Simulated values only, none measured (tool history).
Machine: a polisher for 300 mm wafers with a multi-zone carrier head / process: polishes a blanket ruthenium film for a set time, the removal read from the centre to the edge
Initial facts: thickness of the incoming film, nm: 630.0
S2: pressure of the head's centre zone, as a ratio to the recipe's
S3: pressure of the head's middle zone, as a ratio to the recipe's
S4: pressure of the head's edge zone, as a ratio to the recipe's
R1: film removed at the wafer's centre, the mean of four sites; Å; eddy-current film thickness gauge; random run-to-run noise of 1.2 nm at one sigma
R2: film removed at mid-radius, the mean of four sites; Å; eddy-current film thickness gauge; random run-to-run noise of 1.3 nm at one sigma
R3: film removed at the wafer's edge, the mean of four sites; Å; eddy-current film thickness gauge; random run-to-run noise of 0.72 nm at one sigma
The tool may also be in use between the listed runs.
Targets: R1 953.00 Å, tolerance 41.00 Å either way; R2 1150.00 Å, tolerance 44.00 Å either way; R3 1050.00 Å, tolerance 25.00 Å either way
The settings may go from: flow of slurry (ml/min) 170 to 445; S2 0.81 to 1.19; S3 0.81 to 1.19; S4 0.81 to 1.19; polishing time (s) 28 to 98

Run 1, hour 0.0: flow of slurry (ml/min) 285, S2 1.00, S3 1.00, S4 1.00, polishing time (s) 63. Result: R1 790.67 Å, R2 804.67 Å, R3 825.49 Å.
Run 2, hour 7.0: flow of slurry (ml/min) 260, S2 1.00, S3 1.00, S4 1.00, polishing time (s) 63. Result: R1 784.04 Å, R2 792.79 Å, R3 811.72 Å.
Run 3, hour 13.7: flow of slurry (ml/min) 260, S2 1.00, S3 1.00, S4 1.07, polishing time (s) 63. Result: R1 791.43 Å, R2 775.96 Å, R3 849.26 Å.
Run 4, hour 19.6: flow of slurry (ml/min) 260, S2 1.00, S3 0.94, S4 1.07, polishing time (s) 63. Result: R1 805.49 Å, R2 751.36 Å, R3 842.71 Å.
Run 5, hour 22.7: flow of slurry (ml/min) 270, S2 1.00, S3 0.97, S4 1.06, polishing time (s) 65. Result: R1 814.55 Å, R2 799.18 Å, R3 864.35 Å.
Run 6, hour 30.6: flow of slurry (ml/min) 270, S2 1.00, S3 0.94, S4 1.06, polishing time (s) 65. Result: R1 823.37 Å, R2 762.65 Å, R3 874.39 Å.
Run 7, hour 31.4: flow of slurry (ml/min) 275, S2 1.00, S3 0.97, S4 1.06, polishing time (s) 66. Result: R1 833.36 Å, R2 816.37 Å, R3 886.66 Å.
Run 8, hour 36.7: flow of slurry (ml/min) 285, S2 1.01, S3 1.00, S4 1.07, polishing time (s) 67. Result: R1 867.92 Å, R2 857.37 Å, R3 914.70 Å.

Exercise: of the 5 proposed moves below, exactly one satisfies all targets within the stated allowed misses. Which move is it?
Run A, hour 42.0: flow of slurry (ml/min) 255, S2 1.04, S3 0.81, S4 1.18, polishing time (s) 76. Result: R1 ?, R2 ?, R3 ?.
Run B, hour 42.0: flow of slurry (ml/min) 310, S2 0.95, S3 1.02, S4 1.06, polishing time (s) 79. Result: R1 ?, R2 ?, R3 ?.
Run C, hour 42.0: flow of slurry (ml/min) 295, S2 1.01, S3 1.08, S4 1.03, polishing time (s) 79. Result: R1 ?, R2 ?, R3 ?.
Run D, hour 42.0: flow of slurry (ml/min) 305, S2 0.92, S3 1.13, S4 1.08, polishing time (s) 81. Result: R1 ?, R2 ?, R3 ?.
Run E, hour 42.0: flow of slurry (ml/min) 265, S2 0.94, S3 1.17, S4 1.03, polishing time (s) 80. Result: R1 ?, R2 ?, R3 ?.

move       R1       R2       R3
   A   995.81   804.20  1075.10
   B   970.06  1036.00  1073.20
   C  1026.30  1081.70  1053.10
   D   961.91  1157.50  1107.60
   E   954.19  1159.40  1055.10
A: the biggest miss grows against the last run
B: an improvement on the last run, though not all results are within tolerance
C: an improvement on the last run, though not all results are within tolerance
D: meets the target for the result that was furthest off, but another lies outside its allowed miss
E: each result inside its tolerance
E is the move that brings every result within its allowed miss.
